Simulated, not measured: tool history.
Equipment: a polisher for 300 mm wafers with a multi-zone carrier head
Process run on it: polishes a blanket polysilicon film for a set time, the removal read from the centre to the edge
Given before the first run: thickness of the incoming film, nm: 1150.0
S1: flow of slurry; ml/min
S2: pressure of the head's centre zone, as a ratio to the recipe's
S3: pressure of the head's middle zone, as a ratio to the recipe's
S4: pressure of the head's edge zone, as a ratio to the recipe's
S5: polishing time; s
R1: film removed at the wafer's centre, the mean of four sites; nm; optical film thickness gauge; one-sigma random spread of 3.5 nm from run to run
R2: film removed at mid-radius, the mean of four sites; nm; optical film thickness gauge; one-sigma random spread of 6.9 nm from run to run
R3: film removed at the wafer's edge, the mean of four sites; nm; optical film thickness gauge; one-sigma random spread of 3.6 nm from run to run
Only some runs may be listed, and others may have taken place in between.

run 1 hour=0.0 | S1=175 S2=1.00 S3=1.00 S4=1.00 S5=57 | R1=360.44 R2=363.36 R3=360.36
run 2 hour=8.1 | S1=175 S2=1.00 S3=1.00 S4=1.00 S5=45 | R1=286.51 R2=297.15 R3=280.36
run 3 hour=11.2 | S1=175 S2=1.00 S3=1.00 S4=1.05 S5=45 | R1=285.13 R2=289.93 R3=288.84
run 4 hour=13.3 | S1=175 S2=1.00 S3=1.04 S4=1.05 S5=45 | R1=286.83 R2=300.44 R3=286.52
run 5 hour=18.2 | S1=175 S2=1.00 S3=1.04 S4=1.05 S5=55 | R1=354.47 R2=373.71 R3=349.76
run 6 hour=19.8 | S1=175 S2=1.07 S3=1.04 S4=1.05 S5=55 | R1=379.31 R2=366.17 R3=352.85
run 7 hour=23.5 | S1=180 S2=1.03 S3=1.05 S4=1.08 S5=59 | R1=387.97 R2=411.38 R3=385.49

Run 8 is up next; what results do you expect?
run 8 hour=29.1 | S1=190 S2=1.03 S3=1.04 S4=1.11 S5=61 | R1=? R2=? R3=?

{"run 8": {"R1": 403.5, "R2": 420.19, "R3": 407.18}}
